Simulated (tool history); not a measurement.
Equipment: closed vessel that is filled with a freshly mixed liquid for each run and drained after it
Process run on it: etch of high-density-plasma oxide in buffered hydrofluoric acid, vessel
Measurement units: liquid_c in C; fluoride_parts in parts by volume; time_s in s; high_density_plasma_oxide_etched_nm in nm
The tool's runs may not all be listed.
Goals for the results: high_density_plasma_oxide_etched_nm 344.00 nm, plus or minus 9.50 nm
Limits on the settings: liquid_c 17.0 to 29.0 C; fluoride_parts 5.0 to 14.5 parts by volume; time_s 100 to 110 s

| run | hour | liquid_c | fluoride_parts | time_s | high_density_plasma_oxide_etched_nm |
|---|---|---|---|---|---|
| 1 | 0.0 | 21.0 | 9.0 | 100 | 141.93 |
| 2 | 3.6 | 22.5 | 8.0 | 100 | 176.04 |
| 3 | 6.0 | 24.5 | 8.0 | 100 | 192.84 |
| 4 | 7.9 | 25.5 | 7.5 | 100 | 221.30 |
| 5 | 11.1 | 26.0 | 7.0 | 100 | 245.99 |
| 6 | 17.4 | 26.5 | 7.0 | 100 | 251.43 |
| 7 | 24.2 | 26.5 | 7.0 | 100 | 247.15 |
| 8 | 28.6 | 29.0 | 5.0 | 100 | 383.77 |
| 9 | 36.6 | 28.5 | 5.0 | 100 | 371.74 |
| 10 | 42.1 | 28.0 | 5.0 | 100 | 356.76 |

Of the 4 settings listed for the next run, only one would bring every result within its allowed miss of target. Which one?
| A | 47.6 | 28.5 | 5.5 | 105 | ? |
| B | 47.6 | 29.0 | 5.5 | 105 | ? |
| C | 47.6 | 28.5 | 5.5 | 100 | ? |
| D | 47.6 | 28.5 | 5.0 | 100 | ? |

| move | high_density_plasma_oxide_etched_nm |
|---|---|
| A | 358.27 |
| B | 367.84 |
| C | 341.21 |
| D | 369.77 |
A: misses by more than the last run did
B: misses by more than the last run did
C: each result inside its tolerance
D: misses by more than the last run did
Go with C: it meets all targets.
